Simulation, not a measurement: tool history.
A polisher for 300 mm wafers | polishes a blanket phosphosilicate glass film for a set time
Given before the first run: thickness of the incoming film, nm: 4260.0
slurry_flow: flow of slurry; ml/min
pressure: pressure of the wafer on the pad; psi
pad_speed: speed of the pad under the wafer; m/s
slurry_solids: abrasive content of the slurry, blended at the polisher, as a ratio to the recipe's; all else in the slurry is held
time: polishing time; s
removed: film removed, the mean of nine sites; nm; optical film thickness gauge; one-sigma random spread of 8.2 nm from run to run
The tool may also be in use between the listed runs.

Run 1, hour 0.0: slurry_flow 275 ml/min, pressure 3.8 psi, pad_speed 1.00 m/s, slurry_solids 1.00, time 86 s. Result: removed 768.10 nm.
Run 2, hour 2.3: slurry_flow 275 ml/min, pressure 3.8 psi, pad_speed 1.00 m/s, slurry_solids 0.95, time 86 s. Result: removed 758.03 nm.
Run 3, hour 8.3: slurry_flow 275 ml/min, pressure 3.9 psi, pad_speed 1.00 m/s, slurry_solids 0.95, time 86 s. Result: removed 760.19 nm.
Run 4, hour 13.2: slurry_flow 275 ml/min, pressure 3.9 psi, pad_speed 1.00 m/s, slurry_solids 1.10, time 86 s. Result: removed 812.50 nm.
Run 5, hour 18.1: slurry_flow 275 ml/min, pressure 3.9 psi, pad_speed 1.00 m/s, slurry_solids 0.95, time 86 s. Result: removed 771.83 nm.
Run 6, hour 20.9: slurry_flow 300 ml/min, pressure 3.9 psi, pad_speed 1.00 m/s, slurry_solids 0.95, time 86 s. Result: removed 779.77 nm.
Run 7, hour 24.5: slurry_flow 310 ml/min, pressure 4.8 psi, pad_speed 1.02 m/s, slurry_solids 0.95, time 86 s. Result: removed 911.82 nm.

What will run 8 give?
Run 8, hour 29.1: slurry_flow 310 ml/min, pressure 5.0 psi, pad_speed 1.02 m/s, slurry_solids 0.95, time 86 s. Result: removed ?.

removed: 929.28 nm
